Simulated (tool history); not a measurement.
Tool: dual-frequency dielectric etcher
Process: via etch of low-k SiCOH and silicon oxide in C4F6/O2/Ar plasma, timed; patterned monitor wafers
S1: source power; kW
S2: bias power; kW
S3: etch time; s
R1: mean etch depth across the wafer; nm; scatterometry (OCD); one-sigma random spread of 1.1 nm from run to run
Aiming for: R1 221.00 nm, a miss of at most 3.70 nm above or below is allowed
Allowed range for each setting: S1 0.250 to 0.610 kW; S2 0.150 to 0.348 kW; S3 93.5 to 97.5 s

run	hour	S1	S2	S3	R1
1	0.0	0.430	0.249	93.5	264.30
2	8.8	0.470	0.249	93.5	280.79
3	14.5	0.470	0.249	97.5	291.68
4	20.1	0.470	0.221	97.5	281.20
5	21.6	0.410	0.218	97.5	255.88
6	26.2	0.410	0.260	97.5	272.51
7	35.2	0.370	0.258	97.5	255.18
8	44.1	0.280	0.252	97.5	204.32
9	51.8	0.290	0.252	97.5	209.25
10	59.3	0.300	0.252	97.5	215.70

Exercise: of the 4 proposed moves below, exactly one satisfies all targets within the stated allowed misses. Which move is it?
A	66.8	0.350	0.255	93.5	?
B	66.8	0.310	0.242	95.0	?
C	66.8	0.290	0.250	97.5	?
D	66.8	0.300	0.266	97.5	?

move	R1
A	233.97
B	213.73
C	209.82
D	220.09
A: moves the result that the last run missed by most past its target, out the other side
B: lands further from the targets than the last run did
C: lands further from the targets than the last run did
D: every result within its allowed miss
The right move is D.
